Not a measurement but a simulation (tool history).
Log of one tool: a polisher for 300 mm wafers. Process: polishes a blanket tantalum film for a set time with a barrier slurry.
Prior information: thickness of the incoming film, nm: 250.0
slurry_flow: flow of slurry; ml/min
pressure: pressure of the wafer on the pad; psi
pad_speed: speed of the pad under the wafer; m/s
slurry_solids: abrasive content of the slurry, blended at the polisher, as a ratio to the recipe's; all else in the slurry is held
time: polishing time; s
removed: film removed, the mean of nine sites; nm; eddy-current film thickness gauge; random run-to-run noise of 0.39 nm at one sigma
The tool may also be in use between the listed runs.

{"run": 1, "hour": 0.0, "slurry_flow": 225, "pressure": 1.3, "pad_speed": 1.2, "slurry_solids": 1, "time": 80, "removed": 80.665}
{"run": 2, "hour": 4.6, "slurry_flow": 225, "pressure": 1.2, "pad_speed": 1.2, "slurry_solids": 1, "time": 80, "removed": 76.698}
{"run": 3, "hour": 7.9, "slurry_flow": 225, "pressure": 1.1, "pad_speed": 1.16, "slurry_solids": 1, "time": 80, "removed": 68.706}
{"run": 4, "hour": 8.7, "slurry_flow": 225, "pressure": 1, "pad_speed": 1.14, "slurry_solids": 1, "time": 80, "removed": 63.239}
{"run": 5, "hour": 12.7, "slurry_flow": 225, "pressure": 1, "pad_speed": 1.14, "slurry_solids": 1, "time": 80, "removed": 62.304}
{"run": 6, "hour": 17.9, "slurry_flow": 205, "pressure": 1, "pad_speed": 1.14, "slurry_solids": 1, "time": 80, "removed": 60.966}
{"run": 7, "hour": 21.4, "slurry_flow": 195, "pressure": 0.9, "pad_speed": 1.14, "slurry_solids": 1, "time": 80, "removed": 55.827}
{"run": 8, "hour": 29.7, "slurry_flow": 185, "pressure": 0.9, "pad_speed": 1.14, "slurry_solids": 1, "time": 80, "removed": 54.891}
{"hour": 38.1, "done": "slurry blender recalibrated"}
{"run": 9, "hour": 38.1, "slurry_flow": 180, "pressure": 0.9, "pad_speed": 1.14, "slurry_solids": 1, "time": 80, "removed": 60.06}
{"run": 10, "hour": 43.3, "slurry_flow": 200, "pressure": 0.9, "pad_speed": 1.14, "slurry_solids": 1, "time": 80, "removed": 60.262}

For run 11, what comes out?
{"run": 11, "hour": 49.5, "slurry_flow": 195, "pressure": 0.8, "pad_speed": 1.12, "slurry_solids": 1, "time": 80, "removed": "?"}

removed: 53.75 nm
